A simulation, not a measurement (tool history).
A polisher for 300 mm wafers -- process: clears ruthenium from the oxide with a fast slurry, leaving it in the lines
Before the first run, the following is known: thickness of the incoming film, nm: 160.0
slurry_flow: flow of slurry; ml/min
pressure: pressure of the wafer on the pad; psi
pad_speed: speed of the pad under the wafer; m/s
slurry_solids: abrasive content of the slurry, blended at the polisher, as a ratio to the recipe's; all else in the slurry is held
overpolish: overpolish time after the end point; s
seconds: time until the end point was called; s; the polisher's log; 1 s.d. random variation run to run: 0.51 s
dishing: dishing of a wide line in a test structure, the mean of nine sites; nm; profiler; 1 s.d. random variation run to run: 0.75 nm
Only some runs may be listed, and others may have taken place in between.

| run | hour | slurry_flow | pressure | pad_speed | slurry_solids | overpolish | seconds | dishing |
|---|---|---|---|---|---|---|---|---|
| 1 | 0 | 185 | 2.6 | 0.94 | 1 | 14 | 54.914 | 36.574 |
| 2 | 8.3 | 185 | 2.6 | 0.94 | 0.8 | 14 | 60.102 | 33.986 |
| 3 | 10.4 | 185 | 3.1 | 0.96 | 0.8 | 11 | 46.432 | 32.158 |
| 4 | 19.2 | 185 | 3.4 | 0.96 | 0.8 | 10 | 43.445 | 32.105 |
| 5 | 27.1 | 185 | 3.6 | 0.98 | 0.8 | 9 | 40.969 | 31.619 |
| 6 | 33.1 | 185 | 3.6 | 0.76 | 0.8 | 9 | 51.561 | 24.903 |
| 7 | 37.4 | 185 | 3.7 | 0.86 | 0.8 | 8 | 45.549 | 26.287 |
| 8 | 40.9 | 185 | 3.8 | 0.94 | 0.8 | 7 | 40.71 | 24.621 |
| 9 | 46 | 185 | 3.9 | 1 | 0.8 | 7 | 37.474 | 27.964 |

Run 10 has not been measured yet. What should we expect?
| 10 | 49.6 | 185 | 3.9 | 1.04 | 0.8 | 7 | ? | ? |

For run 10 the tool returned seconds 36.01 s, dishing 26.884 nm.
